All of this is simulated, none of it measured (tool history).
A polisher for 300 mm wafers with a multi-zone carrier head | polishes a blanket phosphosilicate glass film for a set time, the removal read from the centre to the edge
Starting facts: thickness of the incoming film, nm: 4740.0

run,hour,flow of slurry (ml/min),pressure of the head's centre zone,pressure of the head's middle zone,pressure of the head's edge zone,abrasive content of the slurry,polishing time (s),film removed at the wafer's centre (nm),film removed at mid-radius (nm),film removed at the wafer's edge (nm)
1,0.0,200,1.00,1.00,1.00,1.00,54,283.32,282.59,298.70
2,8.2,210,1.02,1.05,1.00,1.15,55,311.63,316.48,325.79
3,15.6,210,1.02,1.05,1.00,1.15,44,255.69,266.97,258.31
4,19.1,210,1.02,1.05,1.00,1.35,44,275.06,278.43,277.70
5,26.1,160,1.02,1.05,1.00,1.35,44,259.49,265.05,271.48
6,27.3,185,1.04,1.09,1.00,1.40,49,313.37,318.63,306.61

Predict the results of run 7:
7,32.9,195,1.04,1.12,1.02,1.45,52,?,?,?

Run 7 measured film removed at the wafer's centre (nm) 328.56, film removed at mid-radius (nm) 358.45, film removed at the wafer's edge (nm) 330.94.

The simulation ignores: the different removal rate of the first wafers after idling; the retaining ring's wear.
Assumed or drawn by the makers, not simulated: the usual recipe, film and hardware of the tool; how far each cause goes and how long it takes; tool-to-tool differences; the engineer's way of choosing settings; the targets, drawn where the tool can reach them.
